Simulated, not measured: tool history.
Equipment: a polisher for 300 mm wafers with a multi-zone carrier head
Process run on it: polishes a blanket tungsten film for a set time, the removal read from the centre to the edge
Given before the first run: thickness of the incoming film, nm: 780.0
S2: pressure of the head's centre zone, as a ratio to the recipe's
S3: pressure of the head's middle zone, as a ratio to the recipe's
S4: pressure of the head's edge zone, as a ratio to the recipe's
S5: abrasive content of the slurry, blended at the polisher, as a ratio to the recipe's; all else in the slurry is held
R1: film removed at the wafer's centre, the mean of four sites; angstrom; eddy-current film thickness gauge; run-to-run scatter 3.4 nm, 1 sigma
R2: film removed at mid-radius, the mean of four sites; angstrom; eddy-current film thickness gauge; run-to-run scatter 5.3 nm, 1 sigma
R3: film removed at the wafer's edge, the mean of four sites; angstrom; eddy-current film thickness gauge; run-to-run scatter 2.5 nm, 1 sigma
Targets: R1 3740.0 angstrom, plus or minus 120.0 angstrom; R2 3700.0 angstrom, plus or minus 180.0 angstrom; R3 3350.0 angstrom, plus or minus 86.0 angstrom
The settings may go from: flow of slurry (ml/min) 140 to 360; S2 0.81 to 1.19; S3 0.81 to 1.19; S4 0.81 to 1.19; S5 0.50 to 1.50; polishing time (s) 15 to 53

run 1 day=0.000 | flow_of_slurry_(ml/min)=230 S2=1.00 S3=1.00 S4=1.00 S5=1.00 polishing_time_(s)=34 | R1=2386.9 R2=2383.0 R3=2354.4
run 2 day=0.283 | flow_of_slurry_(ml/min)=230 S2=1.00 S3=1.00 S4=1.00 S5=1.00 polishing_time_(s)=25 | R1=1784.8 R2=1777.2 R3=1730.4
run 3 day=0.525 | flow_of_slurry_(ml/min)=240 S2=1.02 S3=1.03 S4=1.02 S5=1.10 polishing_time_(s)=27 | R1=2035.4 R2=2010.9 R3=1931.9
run 4 day=0.812 | flow_of_slurry_(ml/min)=240 S2=1.06 S3=1.03 S4=1.02 S5=1.10 polishing_time_(s)=27 | R1=2094.2 R2=2035.8 R3=1959.9
run 5 day=1.175 | flow_of_slurry_(ml/min)=240 S2=1.06 S3=1.03 S4=1.02 S5=0.90 polishing_time_(s)=27 | R1=1962.8 R2=1878.9 R3=1841.6
run 6 day=1.212 | flow_of_slurry_(ml/min)=240 S2=1.06 S3=1.07 S4=1.02 S5=0.90 polishing_time_(s)=27 | R1=2003.9 R2=1965.8 R3=1820.0
run 7 day=1.508 | flow_of_slurry_(ml/min)=245 S2=1.07 S3=1.08 S4=1.04 S5=1.00 polishing_time_(s)=29 | R1=2189.7 R2=2134.6 R3=2083.8
run 8 day=1.788 | flow_of_slurry_(ml/min)=255 S2=1.08 S3=1.10 S4=1.03 S5=1.10 polishing_time_(s)=31 | R1=2442.4 R2=2442.6 R3=2271.7
run 9 day=2.150 | flow_of_slurry_(ml/min)=265 S2=1.10 S3=1.11 S4=1.04 S5=1.15 polishing_time_(s)=32 | R1=2605.4 R2=2547.3 R3=2365.0
run 10 day=2.512 | flow_of_slurry_(ml/min)=270 S2=1.11 S3=1.12 S4=1.05 S5=1.20 polishing_time_(s)=33 | R1=2733.8 R2=2754.8 R3=2476.4
run 11 day=2.554 | flow_of_slurry_(ml/min)=270 S2=1.11 S3=1.12 S4=1.05 S5=1.20 polishing_time_(s)=33 | R1=2677.7 R2=2690.8 R3=2495.1
-- day=2.692 worn pad replaced by a new one
run 12 day=2.692 | flow_of_slurry_(ml/min)=270 S2=1.11 S3=1.12 S4=1.05 S5=1.20 polishing_time_(s)=33 | R1=2867.5 R2=2894.4 R3=2647.3
run 13 day=2.821 | flow_of_slurry_(ml/min)=280 S2=1.12 S3=1.12 S4=1.06 S5=1.25 polishing_time_(s)=33 | R1=2962.5 R2=2947.8 R3=2666.0
run 14 day=3.138 | flow_of_slurry_(ml/min)=290 S2=1.12 S3=1.12 S4=1.08 S5=1.25 polishing_time_(s)=33 | R1=2955.0 R2=2924.1 R3=2680.1
run 15 day=3.204 | flow_of_slurry_(ml/min)=295 S2=1.13 S3=1.13 S4=1.10 S5=1.30 polishing_time_(s)=33 | R1=3001.7 R2=3007.7 R3=2776.9
run 16 day=3.288 | flow_of_slurry_(ml/min)=305 S2=1.14 S3=1.13 S4=1.11 S5=1.35 polishing_time_(s)=33 | R1=3066.0 R2=2983.0 R3=2868.5
run 17 day=3.325 | flow_of_slurry_(ml/min)=310 S2=1.15 S3=1.14 S4=1.11 S5=1.35 polishing_time_(s)=33 | R1=3170.9 R2=3077.0 R3=2860.0
run 18 day=3.438 | flow_of_slurry_(ml/min)=315 S2=1.15 S3=1.15 S4=1.12 S5=1.35 polishing_time_(s)=33 | R1=3174.8 R2=3093.6 R3=2843.0
run 19 day=3.638 | flow_of_slurry_(ml/min)=320 S2=1.16 S3=1.18 S4=1.16 S5=1.50 polishing_time_(s)=38 | R1=3781.9 R2=3784.8 R3=3439.4

Which one of the following 5 next-run settings gets every result inside its allowed miss? There is exactly one.
run A day=3.838 | flow_of_slurry_(ml/min)=305 S2=1.16 S3=1.19 S4=1.17 S5=1.50 polishing_time_(s)=39 | R1=? R2=? R3=?
run B day=3.838 | flow_of_slurry_(ml/min)=300 S2=1.08 S3=1.18 S4=1.12 S5=1.50 polishing_time_(s)=38 | R1=? R2=? R3=?
run C day=3.838 | flow_of_slurry_(ml/min)=320 S2=1.19 S3=1.09 S4=1.18 S5=1.50 polishing_time_(s)=37 | R1=? R2=? R3=?
run D day=3.838 | flow_of_slurry_(ml/min)=290 S2=1.17 S3=1.19 S4=1.15 S5=1.45 polishing_time_(s)=40 | R1=? R2=? R3=?
run E day=3.838 | flow_of_slurry_(ml/min)=350 S2=1.17 S3=1.18 S4=1.13 S5=1.50 polishing_time_(s)=37 | R1=? R2=? R3=?

move=A R1=3874.3 R2=3804.6 R3=3557.3
move=B R1=3548.9 R2=3676.2 R3=3384.9
move=C R1=3772.6 R2=3370.4 R3=3406.6
move=D R1=3942.6 R2=3845.7 R3=3568.2
move=E R1=3754.8 R2=3630.6 R3=3348.3
A: moves away from the targets compared with the last run
B: meets the target for the result that was furthest off, but another lies outside its allowed miss
C: meets the target for the result that was furthest off, but another lies outside its allowed miss
D: moves away from the targets compared with the last run
E: meets every target
So the answer is move E, the one that meets all the targets.
